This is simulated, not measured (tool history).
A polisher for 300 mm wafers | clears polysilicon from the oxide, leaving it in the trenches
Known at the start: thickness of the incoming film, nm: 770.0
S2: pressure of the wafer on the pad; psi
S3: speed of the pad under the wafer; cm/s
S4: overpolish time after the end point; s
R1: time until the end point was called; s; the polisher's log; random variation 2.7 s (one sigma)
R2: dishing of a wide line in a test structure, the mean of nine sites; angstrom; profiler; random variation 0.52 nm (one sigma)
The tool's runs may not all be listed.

run 1 hour=0 | flow_of_slurry_(ml/min)=175 S2=1.9 S3=122 S4=18 | R1=77.668 R2=479.48
run 2 hour=3.8 | flow_of_slurry_(ml/min)=175 S2=1.6 S3=122 S4=18 | R1=90.506 R2=486.44
run 3 hour=7.2 | flow_of_slurry_(ml/min)=150 S2=1.7 S3=100 S4=14 | R1=103.4 R2=421.77
run 4 hour=14.3 | flow_of_slurry_(ml/min)=145 S2=1.5 S3=96 S4=11 | R1=126.59 R2=360.15
run 5 hour=19 | flow_of_slurry_(ml/min)=145 S2=1.5 S3=116 S4=11 | R1=100.61 R2=393.95
run 6 hour=19.9 | flow_of_slurry_(ml/min)=145 S2=1.5 S3=116 S4=15 | R1=105 R2=433.26

Forecast run 7:
run 7 hour=25.9 | flow_of_slurry_(ml/min)=145 S2=1.5 S3=116 S4=15 | R1=? R2=?

Run 7 gave R1 102.1 s, R2 441.76 angstrom.

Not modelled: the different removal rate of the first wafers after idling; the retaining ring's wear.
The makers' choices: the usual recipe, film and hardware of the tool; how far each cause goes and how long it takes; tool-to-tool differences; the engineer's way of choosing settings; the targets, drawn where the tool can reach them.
